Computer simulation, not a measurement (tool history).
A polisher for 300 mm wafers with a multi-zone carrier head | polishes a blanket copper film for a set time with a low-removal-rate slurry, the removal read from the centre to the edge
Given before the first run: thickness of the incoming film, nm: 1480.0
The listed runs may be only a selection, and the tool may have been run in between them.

run,day,flow of slurry (ml/min),pressure of the head's centre zone,pressure of the head's middle zone,pressure of the head's edge zone,abrasive content of the slurry,polishing time (s),film removed at the wafer's centre (nm),film removed at mid-radius (nm),film removed at the wafer's edge (nm)
1,0,160,1,1,1,1,78,199.4,196.07,189.98
2,0.221,160,1,1,1.05,1,78,199.37,198.22,198.69
3,0.262,160,1,0.95,1.05,1,78,196.24,189.82,194.78
4,0.629,165,1.01,0.96,1.07,1.05,78,198.91,193.81,198.7
5,0.933,165,1.03,0.96,1.08,1.1,80,212.22,203.82,204.51
6,1.167,140,1.03,0.96,1.08,1.1,80,207.42,196.99,203.87
7,1.496,135,1.04,0.96,1.09,1.15,82,212.23,202.72,212.9

Forecast run 8:
8,1.588,135,1.05,0.96,1.1,1.2,83,?,?,?

Run 8 produced film removed at the wafer's centre (nm) 222.55, film removed at mid-radius (nm) 207.74, film removed at the wafer's edge (nm) 221.95.
